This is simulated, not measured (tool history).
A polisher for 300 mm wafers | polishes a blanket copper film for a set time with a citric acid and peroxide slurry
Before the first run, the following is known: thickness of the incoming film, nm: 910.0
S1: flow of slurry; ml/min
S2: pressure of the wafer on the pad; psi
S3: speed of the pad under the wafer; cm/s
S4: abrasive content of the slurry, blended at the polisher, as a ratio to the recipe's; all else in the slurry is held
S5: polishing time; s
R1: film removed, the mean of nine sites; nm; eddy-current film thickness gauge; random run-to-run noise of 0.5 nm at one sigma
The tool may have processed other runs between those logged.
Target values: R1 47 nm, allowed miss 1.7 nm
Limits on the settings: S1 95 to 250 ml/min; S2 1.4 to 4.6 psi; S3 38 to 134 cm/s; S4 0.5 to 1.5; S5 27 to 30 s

run 1 hour=0 | S1=160 S2=3 S3=86 S4=1 S5=30 | R1=59.306
run 2 hour=7.7 | S1=160 S2=3 S3=86 S4=1.15 S5=30 | R1=60.134
run 3 hour=10.9 | S1=160 S2=3.5 S3=86 S4=1.15 S5=30 | R1=70.704
run 4 hour=15.9 | S1=160 S2=3.5 S3=86 S4=1.15 S5=27 | R1=63.468
run 5 hour=16.5 | S1=160 S2=3.5 S3=86 S4=1.15 S5=27 | R1=63.452
run 6 hour=20 | S1=160 S2=3.5 S3=78 S4=1.15 S5=27 | R1=57.018
run 7 hour=27.1 | S1=160 S2=3.4 S3=78 S4=1.15 S5=27 | R1=56.208
run 8 hour=33.7 | S1=160 S2=3.3 S3=78 S4=1.15 S5=27 | R1=53.617

Pick the move, out of 4, that brings all results within their allowed miss; only one does.
run A hour=40.3 | S1=230 S2=2.9 S3=66 S4=1.15 S5=27 | R1=?
run B hour=40.3 | S1=165 S2=3.4 S3=72 S4=1.1 S5=27 | R1=?
run C hour=40.3 | S1=165 S2=3.2 S3=74 S4=1.15 S5=28 | R1=?
run D hour=40.3 | S1=165 S2=3.3 S3=64 S4=1.25 S5=28 | R1=?

move=A R1=42.715
move=B R1=51.561
move=C R1=52.16
move=D R1=47.226
A: takes the result that was furthest off past its target
B: gains on the last run, yet a result remains outside its allowed miss
C: gains on the last run, yet a result remains outside its allowed miss
D: hits every target within its allowed miss
Move D is the one to make.
